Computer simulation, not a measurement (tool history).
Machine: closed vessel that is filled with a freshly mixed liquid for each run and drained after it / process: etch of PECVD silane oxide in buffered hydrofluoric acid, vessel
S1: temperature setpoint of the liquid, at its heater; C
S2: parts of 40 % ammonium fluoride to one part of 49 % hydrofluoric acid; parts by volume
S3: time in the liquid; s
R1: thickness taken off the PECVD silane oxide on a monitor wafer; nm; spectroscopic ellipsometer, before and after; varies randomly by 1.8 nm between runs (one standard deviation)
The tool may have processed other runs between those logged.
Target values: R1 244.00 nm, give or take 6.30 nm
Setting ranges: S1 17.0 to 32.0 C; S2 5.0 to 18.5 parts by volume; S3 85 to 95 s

{"run": 1, "hour": 0.0, "S1": 25.0, "S2": 11.5, "S3": 85, "R1": 400.38}
{"run": 2, "hour": 9.0, "S1": 25.0, "S2": 11.5, "S3": 95, "R1": 448.44}
{"run": 3, "hour": 17.0, "S1": 22.5, "S2": 12.0, "S3": 95, "R1": 372.37}
{"run": 4, "hour": 25.6, "S1": 22.5, "S2": 12.0, "S3": 85, "R1": 331.79}
{"run": 5, "hour": 32.4, "S1": 21.0, "S2": 12.0, "S3": 85, "R1": 303.48}
{"run": 6, "hour": 37.6, "S1": 20.0, "S2": 12.0, "S3": 85, "R1": 291.09}
{"run": 7, "hour": 42.2, "S1": 19.0, "S2": 12.0, "S3": 85, "R1": 271.77}
{"run": 8, "hour": 49.7, "S1": 18.5, "S2": 12.0, "S3": 85, "R1": 264.9}

Exercise: of the 4 proposed moves below, exactly one satisfies all targets within the stated allowed misses. Which move is it?
{"run": "A", "hour": 57.2, "S1": 19.5, "S2": 13.5, "S3": 90, "R1": "?"}
{"run": "B", "hour": 57.2, "S1": 17.0, "S2": 12.0, "S3": 85, "R1": "?"}
{"run": "C", "hour": 57.2, "S1": 17.0, "S2": 13.0, "S3": 85, "R1": "?"}
{"run": "D", "hour": 57.2, "S1": 18.0, "S2": 12.0, "S3": 85, "R1": "?"}

move=A R1=268.06
move=B R1=246.60
move=C R1=228.00
move=D R1=261.06
A: misses by more than the last run did
B: meets every target
C: takes the result that was furthest off past its target
D: closes in on the targets versus the last run, not all within tolerance yet
The right move is B.
